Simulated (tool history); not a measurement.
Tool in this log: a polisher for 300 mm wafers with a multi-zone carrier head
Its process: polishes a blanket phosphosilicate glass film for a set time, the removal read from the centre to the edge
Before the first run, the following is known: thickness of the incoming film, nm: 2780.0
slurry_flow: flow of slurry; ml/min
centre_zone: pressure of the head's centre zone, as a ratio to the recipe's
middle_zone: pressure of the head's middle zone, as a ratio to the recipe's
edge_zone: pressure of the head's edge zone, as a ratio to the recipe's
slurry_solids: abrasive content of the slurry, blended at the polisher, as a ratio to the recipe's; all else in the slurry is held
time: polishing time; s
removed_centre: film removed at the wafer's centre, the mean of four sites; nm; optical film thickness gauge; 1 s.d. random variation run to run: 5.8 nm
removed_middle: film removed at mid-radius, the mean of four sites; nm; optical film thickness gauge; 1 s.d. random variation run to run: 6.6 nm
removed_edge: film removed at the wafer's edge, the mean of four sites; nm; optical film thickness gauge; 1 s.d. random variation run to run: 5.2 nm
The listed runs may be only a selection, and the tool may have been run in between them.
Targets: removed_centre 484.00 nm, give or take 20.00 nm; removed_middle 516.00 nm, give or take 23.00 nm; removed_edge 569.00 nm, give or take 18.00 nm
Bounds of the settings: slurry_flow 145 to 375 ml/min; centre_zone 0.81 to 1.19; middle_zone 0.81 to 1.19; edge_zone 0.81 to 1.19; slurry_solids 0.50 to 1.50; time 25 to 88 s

run  hour  slurry_flow  centre_zone  middle_zone  edge_zone  slurry_solids  time  removed_centre  removed_middle  removed_edge
  1   0.0          240         1.00         1.00       1.00           1.00    56          403.79          386.23        398.53
  2   3.8          240         0.99         1.00       1.03           1.10    56          407.90          408.26        423.65
  3   7.1          240         0.99         1.00       1.03           0.90    56          376.00          364.56        381.63
  4  13.4          240         0.99         1.08       1.03           0.90    56          371.80          389.80        373.69
     16.9  -- worn pad replaced by a new one
  5  16.9          240         0.99         1.08       1.03           0.90    49          353.06          369.99        366.24
  6  20.1          240         0.99         1.08       1.08           0.90    49          356.84          378.34        370.63
  7  22.2          240         0.98         1.06       1.10           1.00    50          377.10          397.49        402.20
  8  27.3          240         0.98         1.05       1.11           1.10    50          402.46          417.66        423.94

Pick the move, out of 4, that brings all results within their allowed miss; only one does.
  A  32.4          280         0.82         1.19       1.02           1.45    42               ?               ?             ?
  B  32.4          270         0.96         1.11       1.18           1.00    62               ?               ?             ?
  C  32.4          230         0.96         1.16       1.13           1.25    56               ?               ?             ?
  D  32.4          155         0.95         1.03       1.16           1.25    64               ?               ?             ?

move  removed_centre  removed_middle  removed_edge
   A          323.86          449.11        397.97
   B          470.61          524.29        532.61
   C          463.28          537.13        515.87
   D          484.97          518.13        569.58
A: further off than the last run
B: moves toward the targets from the last run without getting all of them in spec
C: moves toward the targets from the last run without getting all of them in spec
D: in spec on every target
Correct choice: D, which meets every target
